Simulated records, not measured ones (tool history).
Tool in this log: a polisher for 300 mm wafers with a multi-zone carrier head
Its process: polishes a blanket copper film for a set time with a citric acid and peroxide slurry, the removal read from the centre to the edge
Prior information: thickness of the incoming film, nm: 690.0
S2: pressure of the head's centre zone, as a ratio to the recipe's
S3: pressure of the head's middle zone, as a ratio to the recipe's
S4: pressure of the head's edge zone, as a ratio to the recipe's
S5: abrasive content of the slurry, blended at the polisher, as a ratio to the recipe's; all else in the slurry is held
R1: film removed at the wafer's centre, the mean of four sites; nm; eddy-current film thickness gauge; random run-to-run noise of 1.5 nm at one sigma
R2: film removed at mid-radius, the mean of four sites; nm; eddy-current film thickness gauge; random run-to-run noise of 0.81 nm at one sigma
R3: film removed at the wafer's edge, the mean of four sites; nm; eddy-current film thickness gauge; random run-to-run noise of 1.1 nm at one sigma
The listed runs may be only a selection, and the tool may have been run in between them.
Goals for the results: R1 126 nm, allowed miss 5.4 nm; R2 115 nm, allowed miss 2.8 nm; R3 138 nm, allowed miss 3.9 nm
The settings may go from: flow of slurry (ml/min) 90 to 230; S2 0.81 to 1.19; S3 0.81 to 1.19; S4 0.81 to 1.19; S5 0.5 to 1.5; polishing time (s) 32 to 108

run 1 day=0 | flow_of_slurry_(ml/min)=150 S2=1 S3=1 S4=1 S5=1 polishing_time_(s)=70 | R1=148.46 R2=156.17 R3=162.89
run 2 day=0.333 | flow_of_slurry_(ml/min)=150 S2=1 S3=1 S4=1.04 S5=1 polishing_time_(s)=70 | R1=143.47 R2=156.74 R3=168.1
run 3 day=0.525 | flow_of_slurry_(ml/min)=150 S2=1 S3=1 S4=1.04 S5=1 polishing_time_(s)=55 | R1=116.61 R2=123.86 R3=132.37
run 4 day=0.717 | flow_of_slurry_(ml/min)=150 S2=0.94 S3=1 S4=1.04 S5=1 polishing_time_(s)=55 | R1=108.39 R2=122.06 R3=131.59
run 5 day=0.75 | flow_of_slurry_(ml/min)=150 S2=0.96 S3=0.97 S4=1.04 S5=1 polishing_time_(s)=55 | R1=108.28 R2=120.76 R3=131.36
run 6 day=0.85 | flow_of_slurry_(ml/min)=150 S2=0.88 S3=0.97 S4=1.04 S5=1 polishing_time_(s)=55 | R1=100.13 R2=120.47 R3=131.25
run 7 day=1.033 | flow_of_slurry_(ml/min)=175 S2=0.98 S3=0.87 S4=1.07 S5=1.05 polishing_time_(s)=55 | R1=116.58 R2=115.63 R3=135.93
-- day=1.075 centre zone pressure recalibrated
run 8 day=1.075 | flow_of_slurry_(ml/min)=175 S2=0.99 S3=0.86 S4=1.07 S5=1.05 polishing_time_(s)=55 | R1=131.92 R2=112.68 R3=137.82
run 9 day=1.129 | flow_of_slurry_(ml/min)=175 S2=0.98 S3=0.86 S4=1.07 S5=1.05 polishing_time_(s)=55 | R1=131.3 R2=112.59 R3=140.51
run 10 day=1.379 | flow_of_slurry_(ml/min)=175 S2=0.98 S3=0.87 S4=1.06 S5=1.05 polishing_time_(s)=55 | R1=133.71 R2=114.53 R3=139.01

Exactly one of the 5 candidate moves below puts every result within its allowed miss. Which one?
run A day=1.629 | flow_of_slurry_(ml/min)=140 S2=1.03 S3=0.88 S4=1.03 S5=0.85 polishing_time_(s)=60 | R1=? R2=? R3=?
run B day=1.629 | flow_of_slurry_(ml/min)=175 S2=1.03 S3=0.84 S4=0.97 S5=1.05 polishing_time_(s)=55 | R1=? R2=? R3=?
run C day=1.629 | flow_of_slurry_(ml/min)=190 S2=1.03 S3=0.82 S4=1.06 S5=1.1 polishing_time_(s)=55 | R1=? R2=? R3=?
run D day=1.629 | flow_of_slurry_(ml/min)=140 S2=0.96 S3=0.91 S4=1.12 S5=1.15 polishing_time_(s)=55 | R1=? R2=? R3=?
run E day=1.629 | flow_of_slurry_(ml/min)=200 S2=0.99 S3=0.86 S4=1.02 S5=1 polishing_time_(s)=56 | R1=? R2=? R3=?

move=A R1=138.65 R2=116.6 R3=136.48
move=B R1=138.4 R2=111.47 R3=130.8
move=C R1=141.67 R2=111.72 R3=138
move=D R1=124.65 R2=115.69 R3=136.23
move=E R1=137.6 R2=117.27 R3=136.83
A: moves away from the targets compared with the last run
B: moves away from the targets compared with the last run
C: moves away from the targets compared with the last run
D: every result within its allowed miss
E: moves away from the targets compared with the last run
D is the move that brings every result within its allowed miss.
